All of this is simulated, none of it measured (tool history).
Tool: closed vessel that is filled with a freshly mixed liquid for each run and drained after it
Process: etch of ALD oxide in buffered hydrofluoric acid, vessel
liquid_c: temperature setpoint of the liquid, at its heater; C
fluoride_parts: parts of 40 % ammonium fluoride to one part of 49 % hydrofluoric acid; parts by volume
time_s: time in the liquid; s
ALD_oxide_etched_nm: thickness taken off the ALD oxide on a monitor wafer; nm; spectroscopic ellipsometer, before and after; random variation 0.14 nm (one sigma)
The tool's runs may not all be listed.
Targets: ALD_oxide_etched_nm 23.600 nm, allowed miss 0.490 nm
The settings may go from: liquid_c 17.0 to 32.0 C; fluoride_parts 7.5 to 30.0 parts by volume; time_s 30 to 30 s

| run | hour | liquid_c | fluoride_parts | time_s | ALD_oxide_etched_nm |
|---|---|---|---|---|---|
| 1 | 0.0 | 24.0 | 21.0 | 30 | 31.651 |
| 2 | 6.2 | 22.5 | 21.0 | 30 | 29.192 |
| 3 | 11.2 | 21.5 | 21.0 | 30 | 27.640 |
| 4 | 19.9 | 20.5 | 21.0 | 30 | 25.991 |
| 5 | 22.3 | 20.5 | 21.0 | 30 | 26.301 |
| 6 | 26.6 | 20.5 | 21.0 | 30 | 25.922 |
| 7 | 28.7 | 20.0 | 21.0 | 30 | 25.357 |
| 8 | 36.5 | 19.5 | 21.0 | 30 | 24.609 |

Which of these 4 next moves meets every target?
| A | 44.3 | 20.0 | 21.5 | 30 | ? |
| B | 44.3 | 19.0 | 20.0 | 30 | ? |
| C | 44.3 | 20.0 | 23.0 | 30 | ? |
| D | 44.3 | 17.0 | 17.0 | 30 | ? |

| move | ALD_oxide_etched_nm |
|---|---|
| A | 24.892 |
| B | 24.732 |
| C | 23.758 |
| D | 25.214 |
A: further off than the last run
B: further off than the last run
C: meets every target
D: further off than the last run
Move C is the one to make.
